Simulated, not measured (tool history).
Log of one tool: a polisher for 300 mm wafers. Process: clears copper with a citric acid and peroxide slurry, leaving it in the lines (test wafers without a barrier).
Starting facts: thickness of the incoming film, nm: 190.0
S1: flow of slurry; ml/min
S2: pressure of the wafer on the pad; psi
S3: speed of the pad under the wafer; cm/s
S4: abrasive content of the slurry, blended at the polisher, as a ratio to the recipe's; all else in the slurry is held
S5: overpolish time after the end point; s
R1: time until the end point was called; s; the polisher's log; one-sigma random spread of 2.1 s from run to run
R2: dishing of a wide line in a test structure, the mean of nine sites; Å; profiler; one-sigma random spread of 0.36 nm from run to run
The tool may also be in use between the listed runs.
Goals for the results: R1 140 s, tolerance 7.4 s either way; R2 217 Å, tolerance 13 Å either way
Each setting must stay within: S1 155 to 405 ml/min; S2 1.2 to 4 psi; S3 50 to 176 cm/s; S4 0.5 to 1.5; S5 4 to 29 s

run  hour   S1   S2   S3  S4  S5      R1      R2
  1     0  260  2.6  112   1  15  103.62  231.15
  2   6.9  260  2.6  112   1  12  104.63  188.35
  3  10.2  260  2.4  112   1  14  107.56  204.41
  4    14  260  2.4  136   1  14  94.911  235.53
  5  22.7  260  1.8  136   1  14  116.94  192.67
  6  28.2  260  1.2  136   1  14  168.81  137.28
  7  35.9  260  1.3  136   1  15  157.84  157.15
  8  44.1  260  1.6  136   1  19  132.24   234.4
  9  51.9  260  1.6  136   1  19  134.43  228.62

Which single option among these 5 for the next run brings every result within its allowed miss of target? Just one does.
  A  59.7  255  1.6  132  0.95  22   ?   ?
  B  59.7  250  1.6  128  0.95  22   ?   ?
  C  59.7  205  1.3  150  1.25  19   ?   ?
  D  59.7  255  1.6  130  1.45  20   ?   ?
  E  59.7  230  1.6  144   1.1  17   ?   ?

move      R1      R2
   A  134.42  250.16
   B  138.72   243.1
   C  135.55  215.38
   D  123.43  247.89
   E   120.6  218.12
A: moves away from the targets compared with the last run
B: moves away from the targets compared with the last run
C: every result lands within tolerance
D: moves away from the targets compared with the last run
E: brings the last run's worst result on target, with another outside its allowed miss
C meets every target.

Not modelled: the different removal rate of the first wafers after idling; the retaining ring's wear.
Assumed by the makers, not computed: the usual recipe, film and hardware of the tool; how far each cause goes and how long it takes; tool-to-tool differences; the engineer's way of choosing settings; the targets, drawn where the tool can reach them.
